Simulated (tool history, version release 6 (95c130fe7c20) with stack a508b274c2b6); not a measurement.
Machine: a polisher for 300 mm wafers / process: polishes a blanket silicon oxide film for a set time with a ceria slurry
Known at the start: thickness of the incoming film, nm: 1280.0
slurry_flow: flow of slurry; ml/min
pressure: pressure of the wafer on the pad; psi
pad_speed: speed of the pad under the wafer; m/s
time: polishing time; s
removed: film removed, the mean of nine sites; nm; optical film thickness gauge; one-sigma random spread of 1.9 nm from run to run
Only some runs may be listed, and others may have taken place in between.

run 1 hour=0.0 | slurry_flow=185 pressure=2.0 pad_speed=1.02 time=125 | removed=303.37
run 2 hour=5.7 | slurry_flow=180 pressure=1.8 pad_speed=1.02 time=125 | removed=271.46
run 3 hour=12.6 | slurry_flow=175 pressure=1.7 pad_speed=1.02 time=125 | removed=256.55
run 4 hour=17.7 | slurry_flow=175 pressure=1.7 pad_speed=1.24 time=125 | removed=303.15
run 5 hour=25.4 | slurry_flow=195 pressure=1.7 pad_speed=1.24 time=125 | removed=314.00
run 6 hour=30.1 | slurry_flow=155 pressure=1.7 pad_speed=1.24 time=125 | removed=300.63
run 7 hour=31.7 | slurry_flow=150 pressure=1.5 pad_speed=1.24 time=125 | removed=264.67
run 8 hour=35.5 | slurry_flow=145 pressure=1.4 pad_speed=1.24 time=125 | removed=248.44
run 9 hour=41.1 | slurry_flow=140 pressure=1.3 pad_speed=1.24 time=125 | removed=234.00
run 10 hour=44.8 | slurry_flow=135 pressure=1.3 pad_speed=1.24 time=125 | removed=231.96

Expected results for the next run?
run 11 hour=52.6 | slurry_flow=130 pressure=1.3 pad_speed=1.24 time=125 | removed=?

Run 11 yielded removed 228.88 nm.
